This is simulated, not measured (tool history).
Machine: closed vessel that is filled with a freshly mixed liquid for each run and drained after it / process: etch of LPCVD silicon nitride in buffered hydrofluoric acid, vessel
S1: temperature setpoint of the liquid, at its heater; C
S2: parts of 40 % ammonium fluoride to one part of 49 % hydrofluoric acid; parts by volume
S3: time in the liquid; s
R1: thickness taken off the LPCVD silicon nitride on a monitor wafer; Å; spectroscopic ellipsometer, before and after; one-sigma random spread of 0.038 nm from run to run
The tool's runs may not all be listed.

run  hour    S1    S2    S3      R1
  1   0.0  21.0   7.5  1180  218.36
  2   3.9  23.5   7.5  1180  248.66
  3   5.4  22.0   7.5  1180  229.34
  4   7.0  22.0   9.5  1180  182.26
  5   9.6  22.0   9.5  1180  182.12
  6  11.5  22.0   9.5  1260  194.55
  7  14.1  21.0  10.0  1260  177.63
  8  15.9  20.0  10.5  1260  161.46
  9  22.3  19.5  11.0  1250  148.09
 10  25.9  19.0  11.5  1240  137.02
 11  33.5  18.5  11.5  1230  132.29
 12  36.2  18.0  11.5  1220  127.84
 13  42.9  18.0  11.5  1215  126.26

Run 14 comes next. What will it give?
 14  46.4  18.0  11.5  1210   ?

Run 14 came out at R1 126.73 Å.
